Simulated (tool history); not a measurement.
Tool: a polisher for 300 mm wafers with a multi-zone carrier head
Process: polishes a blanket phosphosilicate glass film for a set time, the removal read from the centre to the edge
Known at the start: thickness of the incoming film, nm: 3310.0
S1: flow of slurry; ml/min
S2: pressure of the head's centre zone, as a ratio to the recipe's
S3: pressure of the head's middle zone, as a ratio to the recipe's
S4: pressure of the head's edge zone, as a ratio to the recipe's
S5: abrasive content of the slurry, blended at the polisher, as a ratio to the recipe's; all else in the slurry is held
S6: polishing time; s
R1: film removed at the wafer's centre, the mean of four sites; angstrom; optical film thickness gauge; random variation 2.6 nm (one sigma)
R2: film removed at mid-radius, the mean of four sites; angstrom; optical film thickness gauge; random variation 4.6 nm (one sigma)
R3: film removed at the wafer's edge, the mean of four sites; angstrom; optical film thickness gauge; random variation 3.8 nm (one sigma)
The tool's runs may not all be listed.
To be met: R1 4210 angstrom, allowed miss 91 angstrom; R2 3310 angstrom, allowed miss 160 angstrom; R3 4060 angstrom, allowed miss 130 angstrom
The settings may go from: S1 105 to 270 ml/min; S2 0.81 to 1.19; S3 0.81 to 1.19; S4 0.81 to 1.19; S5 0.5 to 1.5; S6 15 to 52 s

| run | hour | S1 | S2 | S3 | S4 | S5 | S6 | R1 | R2 | R3 |
|---|---|---|---|---|---|---|---|---|---|---|
| 1 | 0 | 175 | 1 | 1 | 1 | 1 | 33 | 2811.6 | 2801.1 | 2809.8 |
| 2 | 3.2 | 175 | 1 | 1 | 1 | 1 | 25 | 2113.1 | 2107.1 | 2085.3 |
| 3 | 5.1 | 150 | 1 | 1 | 1 | 1 | 25 | 2078.9 | 2002.3 | 2071 |
| 4 | 9.9 | 150 | 1 | 1.08 | 1 | 1 | 25 | 2054.1 | 2223 | 2042.4 |
| 5 | 18.2 | 150 | 1 | 1.08 | 1.03 | 1 | 25 | 2065.2 | 2165.8 | 2097.9 |
| 6 | 22.7 | 150 | 1 | 1.08 | 1.03 | 1.15 | 25 | 2132.9 | 2294 | 2167.8 |
| 7 | 24.3 | 160 | 1.02 | 1.05 | 1.06 | 1.2 | 27 | 2427.7 | 2497.2 | 2466.2 |
| 8 | 28.4 | 170 | 1.04 | 1.02 | 1.08 | 1.25 | 28 | 2646.5 | 2532.9 | 2675.1 |
| 9 | 30.7 | 180 | 1.06 | 1.01 | 1.1 | 1.3 | 29 | 2849.3 | 2630.2 | 2841.7 |
| 10 | 33.2 | 190 | 1.07 | 1 | 1.11 | 1.35 | 30 | 3052.2 | 2900.5 | 3011.1 |
| 11 | 38.3 | 195 | 1.08 | 0.98 | 1.12 | 1.4 | 31 | 3247.1 | 2948.6 | 3138.2 |
| 12 | 40.2 | 190 | 1.09 | 0.96 | 1.13 | 1.4 | 32 | 3339 | 2930.5 | 3221.3 |
|  | 47.4 | slurry nozzle cleaned |
| 13 | 47.4 | 190 | 1.09 | 0.96 | 1.13 | 1.4 | 32 | 3527.4 | 3036.7 | 3387.9 |
| 14 | 49.4 | 190 | 1.09 | 0.95 | 1.14 | 1.4 | 32 | 3547.2 | 3020.8 | 3395.3 |

4 next moves are on the table. One of them brings every result within its allowed miss. Which?
| A | 51.4 | 195 | 1.06 | 0.82 | 1.1 | 1.5 | 38 | ? | ? | ? |
| B | 51.4 | 160 | 1.01 | 0.96 | 1.19 | 1.35 | 29 | ? | ? | ? |
| C | 51.4 | 190 | 1.06 | 0.94 | 1.19 | 1.2 | 38 | ? | ? | ? |
| D | 51.4 | 185 | 1.06 | 1.01 | 1.1 | 1.25 | 29 | ? | ? | ? |

| move | R1 | R2 | R3 |
|---|---|---|---|
| A | 4219.5 | 3338.6 | 4083.5 |
| B | 2900.3 | 2750.1 | 3086.2 |
| C | 3924.9 | 3474.3 | 3950.1 |
| D | 3026.6 | 2845.9 | 2924.2 |
A: meets every target
B: further off than the last run
C: nearer than the last run, and not there yet
D: further off than the last run
The right move is A.

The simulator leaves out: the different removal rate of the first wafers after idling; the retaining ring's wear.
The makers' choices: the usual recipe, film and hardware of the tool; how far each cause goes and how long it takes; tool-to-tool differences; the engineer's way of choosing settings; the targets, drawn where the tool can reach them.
